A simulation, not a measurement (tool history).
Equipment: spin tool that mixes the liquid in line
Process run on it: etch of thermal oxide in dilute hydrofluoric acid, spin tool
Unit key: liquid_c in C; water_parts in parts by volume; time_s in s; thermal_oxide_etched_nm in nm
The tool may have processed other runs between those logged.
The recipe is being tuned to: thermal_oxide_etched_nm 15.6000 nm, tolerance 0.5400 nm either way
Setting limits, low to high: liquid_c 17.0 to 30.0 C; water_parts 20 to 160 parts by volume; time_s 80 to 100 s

| run | hour | liquid_c | water_parts | time_s | thermal_oxide_etched_nm |
|---|---|---|---|---|---|
| 1 | 0.0 | 22.0 | 90 | 100 | 4.9728 |
| 2 | 8.3 | 22.0 | 90 | 80 | 3.9523 |
| 3 | 15.9 | 23.5 | 90 | 80 | 4.2005 |
| 4 | 20.3 | 25.5 | 70 | 85 | 6.3423 |
| 5 | 25.1 | 23.0 | 70 | 85 | 5.7457 |
| 6 | 27.7 | 24.5 | 55 | 90 | 8.2807 |
| 7 | 36.2 | 28.5 | 30 | 90 | 18.5890 |
| 8 | 38.9 | 28.0 | 30 | 90 | 18.3910 |
| 9 | 45.0 | 27.5 | 30 | 90 | 18.2650 |
| 10 | 46.0 | 27.0 | 30 | 90 | 17.5510 |
| 11 | 53.4 | 26.5 | 30 | 90 | 17.4720 |
| 12 | 55.7 | 26.0 | 30 | 90 | 16.8870 |
| 13 | 63.4 | 25.5 | 30 | 90 | 16.6770 |

4 candidate next runs follow, results not yet known. Just one meets every target within its allowed miss. Identify it.
| A | 71.1 | 27.0 | 40 | 100 | ? |
| B | 71.1 | 24.0 | 30 | 90 | ? |
| C | 71.1 | 26.0 | 40 | 100 | ? |
| D | 71.1 | 26.0 | 30 | 90 | ? |

| move | thermal_oxide_etched_nm |
|---|---|
| A | 14.6910 |
| B | 15.7990 |
| C | 14.1050 |
| D | 17.1670 |
A: the result that was furthest off in the last run now lies on the other side of its target
B: all results in spec
C: the result that was furthest off in the last run now lies on the other side of its target
D: misses by more than the last run did
B meets every target.
